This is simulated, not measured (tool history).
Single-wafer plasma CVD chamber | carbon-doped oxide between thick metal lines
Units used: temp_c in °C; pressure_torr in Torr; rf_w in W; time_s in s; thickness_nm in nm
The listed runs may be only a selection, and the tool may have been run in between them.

{"run": 1, "hour": 0.0, "temp_c": 335, "pressure_torr": 3.96, "rf_w": 560, "time_s": 93.6, "thickness_nm": 540.09}
{"run": 2, "hour": 3.7, "temp_c": 333, "pressure_torr": 4.09, "rf_w": 565, "time_s": 93.6, "thickness_nm": 547.3}
{"run": 3, "hour": 6.2, "temp_c": 333, "pressure_torr": 4.09, "rf_w": 565, "time_s": 93.6, "thickness_nm": 550.38}
{"run": 4, "hour": 8.7, "temp_c": 331, "pressure_torr": 4.18, "rf_w": 565, "time_s": 93.6, "thickness_nm": 552.39}
{"run": 5, "hour": 12.6, "temp_c": 331, "pressure_torr": 4.18, "rf_w": 565, "time_s": 96.7, "thickness_nm": 574.2}
{"run": 6, "hour": 21.4, "temp_c": 331, "pressure_torr": 4.18, "rf_w": 565, "time_s": 96.7, "thickness_nm": 572.83}

Run 7 has not been measured yet. What should we expect?
{"run": 7, "hour": 24.8, "temp_c": 330, "pressure_torr": 4.23, "rf_w": 565, "time_s": 96.7, "thickness_nm": "?"}

Run 7 yielded thickness_nm 576.09 nm.

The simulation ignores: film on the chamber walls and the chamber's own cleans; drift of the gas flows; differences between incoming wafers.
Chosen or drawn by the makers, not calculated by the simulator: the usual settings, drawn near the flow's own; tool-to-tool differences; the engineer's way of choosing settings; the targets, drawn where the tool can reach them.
